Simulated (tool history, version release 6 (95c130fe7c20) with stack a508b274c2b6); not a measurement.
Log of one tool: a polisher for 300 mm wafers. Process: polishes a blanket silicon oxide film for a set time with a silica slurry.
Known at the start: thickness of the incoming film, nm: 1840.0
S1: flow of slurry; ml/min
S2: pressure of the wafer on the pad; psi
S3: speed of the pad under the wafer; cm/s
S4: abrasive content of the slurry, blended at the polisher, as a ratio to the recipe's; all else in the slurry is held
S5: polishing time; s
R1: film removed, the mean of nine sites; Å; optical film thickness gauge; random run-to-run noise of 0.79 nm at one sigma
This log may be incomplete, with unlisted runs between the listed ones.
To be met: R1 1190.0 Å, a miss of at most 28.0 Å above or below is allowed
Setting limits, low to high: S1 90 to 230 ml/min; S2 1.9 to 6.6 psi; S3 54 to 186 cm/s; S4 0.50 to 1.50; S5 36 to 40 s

| run | hour | S1 | S2 | S3 | S4 | S5 | R1 |
|---|---|---|---|---|---|---|---|
| 1 | 0.0 | 150 | 4.2 | 118 | 1.00 | 40 | 1621.7 |
| 2 | 0.9 | 140 | 3.8 | 118 | 1.00 | 40 | 1483.7 |
| 3 | 6.1 | 140 | 4.5 | 118 | 1.00 | 40 | 1703.9 |
| 4 | 7.7 | 125 | 4.5 | 118 | 1.00 | 40 | 1693.0 |
| 5 | 8.2 | 120 | 4.0 | 118 | 1.00 | 40 | 1498.3 |
| 6 | 9.5 | 120 | 4.0 | 118 | 1.00 | 40 | 1504.3 |
| 7 | 16.6 | 115 | 3.7 | 118 | 1.00 | 40 | 1377.3 |
| 8 | 21.9 | 95 | 3.1 | 118 | 1.00 | 40 | 1116.9 |

Below are 5 possible settings for the next run. Only one of them brings all results inside the allowed miss of their targets. Which is it?
| A | 27.2 | 105 | 3.0 | 140 | 0.75 | 40 | ? |
| B | 27.2 | 90 | 2.9 | 150 | 0.75 | 36 | ? |
| C | 27.2 | 95 | 3.1 | 106 | 1.05 | 39 | ? |
| D | 27.2 | 90 | 3.4 | 100 | 1.10 | 37 | ? |
| E | 27.2 | 120 | 2.4 | 124 | 1.30 | 38 | ? |

| move | R1 |
|---|---|
| A | 1197.8 |
| B | 1057.2 |
| C | 1023.5 |
| D | 1001.4 |
| E | 1023.1 |
A: every result lands within tolerance
B: moves away from the targets compared with the last run
C: moves away from the targets compared with the last run
D: moves away from the targets compared with the last run
E: moves away from the targets compared with the last run
Answer: A
